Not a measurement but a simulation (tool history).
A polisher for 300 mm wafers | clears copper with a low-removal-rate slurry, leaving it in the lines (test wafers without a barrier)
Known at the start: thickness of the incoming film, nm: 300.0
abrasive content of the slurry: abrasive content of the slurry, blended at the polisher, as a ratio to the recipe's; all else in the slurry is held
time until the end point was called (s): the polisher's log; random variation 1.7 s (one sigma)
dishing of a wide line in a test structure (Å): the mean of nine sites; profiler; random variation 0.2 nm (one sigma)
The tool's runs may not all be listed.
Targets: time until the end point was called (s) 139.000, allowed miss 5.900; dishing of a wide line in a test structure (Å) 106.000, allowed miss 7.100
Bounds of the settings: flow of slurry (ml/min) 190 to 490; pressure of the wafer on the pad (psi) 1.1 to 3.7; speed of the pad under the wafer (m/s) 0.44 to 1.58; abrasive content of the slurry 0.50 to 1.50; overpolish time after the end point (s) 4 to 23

run    day  flow of slurry (ml/min)  pressure of the wafer on the pad (psi)  speed of the pad under the wafer (m/s)  abrasive content of the slurry  overpolish time after the end point (s)  time until the end point was called (s)  dishing of a wide line in a test structure (Å)
  1  0.000                      315                                     2.4                                    1.00                            1.00                                       12                                  117.010                                         205.680
  2  0.342                      315                                     2.3                                    1.00                            1.00                                       10                                  125.270                                         176.280
  3  0.388                      315                                     2.3                                    1.00                            1.00                                        9                                  125.180                                         160.810
  4  0.417                      315                                     2.3                                    1.10                            1.00                                        9                                  115.090                                         173.650
  5  0.658                      315                                     2.7                                    1.10                            1.00                                        9                                   98.761                                         197.390
  6  0.721                      315                                     2.5                                    1.10                            1.00                                        8                                  106.430                                         174.090
  7  0.921                      315                                     1.9                                    1.10                            1.00                                        4                                  136.460                                          74.433
  8  1.129                      315                                     2.1                                    1.00                            1.00                                        8                                  137.100                                         136.070
  9  1.396                      315                                     2.1                                    1.02                            1.00                                        8                                  131.740                                         140.020
 10  1.696                      315                                     2.0                                    1.04                            1.00                                        8                                  137.490                                         135.510
 11  2.038                      315                                     2.0                                    1.04                            1.00                                        7                                  137.530                                         124.330

4 next moves are on the table. One of them brings every result within its allowed miss. Which?
  A  2.379                      335                                     1.8                                    0.98                            1.00                                        9                                        ?                                               ?
  B  2.379                      360                                     2.5                                    0.80                            1.05                                        6                                        ?                                               ?
  C  2.379                      280                                     1.6                                    1.14                            1.00                                        6                                        ?                                               ?
  D  2.379                      260                                     1.7                                    1.22                            0.95                                        5                                        ?                                               ?

move  time until the end point was called (s)  dishing of a wide line in a test structure (Å)
   A                                  159.350                                         132.080
   B                                  138.270                                         106.010
   C                                  156.530                                          94.329
   D                                  140.700                                          88.278
A: further off than the last run
B: meets every target
C: takes the result that was furthest off past its target
D: takes the result that was furthest off past its target
Move B is the one to make.
